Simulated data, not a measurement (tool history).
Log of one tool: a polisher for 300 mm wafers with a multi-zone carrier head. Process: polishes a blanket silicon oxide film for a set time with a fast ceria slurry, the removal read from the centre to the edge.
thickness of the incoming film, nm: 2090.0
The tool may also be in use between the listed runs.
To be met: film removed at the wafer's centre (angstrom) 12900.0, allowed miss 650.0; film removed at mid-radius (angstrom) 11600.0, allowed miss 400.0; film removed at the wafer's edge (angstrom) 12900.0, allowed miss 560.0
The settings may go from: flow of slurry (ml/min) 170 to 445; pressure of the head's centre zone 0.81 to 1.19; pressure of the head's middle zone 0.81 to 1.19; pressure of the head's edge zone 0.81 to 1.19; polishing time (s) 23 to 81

run	day	flow of slurry (ml/min)	pressure of the head's centre zone	pressure of the head's middle zone	pressure of the head's edge zone	polishing time (s)	film removed at the wafer's centre (angstrom)	film removed at mid-radius (angstrom)	film removed at the wafer's edge (angstrom)
1	0.000	285	1.00	1.00	1.00	52	8376.9	8493.2	8503.5
2	0.371	285	1.01	1.00	1.01	54	8680.4	8728.6	8893.1
3	0.558	285	1.02	1.00	1.02	56	8832.2	9122.1	9126.2
4	0.925	285	1.02	1.00	1.02	44	7326.0	7067.0	7226.3
5	1.188	310	1.02	1.00	1.02	44	7290.1	7155.3	7240.8
6	1.388	305	1.03	0.99	1.02	47	7928.6	7704.6	7708.6
7	1.662	300	1.04	0.97	1.03	50	8147.0	7753.2	8195.9
8	1.708	295	1.05	0.97	1.03	53	8956.6	8415.3	8665.0
9	1.900	290	1.05	0.96	1.04	55	9271.1	8612.1	9202.8
10	2.083	285	1.06	0.96	1.05	57	9615.5	8979.7	9438.6
11	2.104	285	1.06	0.95	1.05	59	10008.0	9241.6	9712.6
12	2.275	285	1.06	0.94	1.06	61	10195.0	9282.3	10081.0
13	2.412	285	1.06	0.94	1.07	62	10626.0	9660.7	10217.0
14	2.588	280	1.06	0.93	1.07	64	10746.0	9783.4	10604.0
15	2.808	275	1.06	0.93	1.07	65	11052.0	9803.8	10677.0
16	2.867	280	1.06	0.93	1.08	66	11380.0	10140.0	10901.0
17	3.071	270	1.06	0.93	1.08	67	11329.0	10139.0	11065.0
18	3.338	275	1.06	0.93	1.09	68	11616.0	10129.0	11262.0
19	3.375	275	1.06	0.93	1.09	69	11580.0	10631.0	11257.0

Which of these 5 next moves meets every target?
A	3.412	175	0.89	0.98	1.17	62	?	?	?
B	3.412	300	1.10	0.94	1.12	62	?	?	?
C	3.412	220	1.03	0.89	1.03	79	?	?	?
D	3.412	290	0.94	0.97	1.14	72	?	?	?
E	3.412	280	0.91	1.03	1.11	72	?	?	?

move	film removed at the wafer's centre (angstrom)	film removed at mid-radius (angstrom)	film removed at the wafer's edge (angstrom)
A	8464.2	9645.5	10437.0
B	10878.0	9627.5	10565.0
C	12692.0	11501.0	12932.0
D	10760.0	11464.0	12315.0
E	10393.0	12036.0	12180.0
A: further off than the last run
B: further off than the last run
C: meets every target
D: further off than the last run
E: further off than the last run
Answer: C

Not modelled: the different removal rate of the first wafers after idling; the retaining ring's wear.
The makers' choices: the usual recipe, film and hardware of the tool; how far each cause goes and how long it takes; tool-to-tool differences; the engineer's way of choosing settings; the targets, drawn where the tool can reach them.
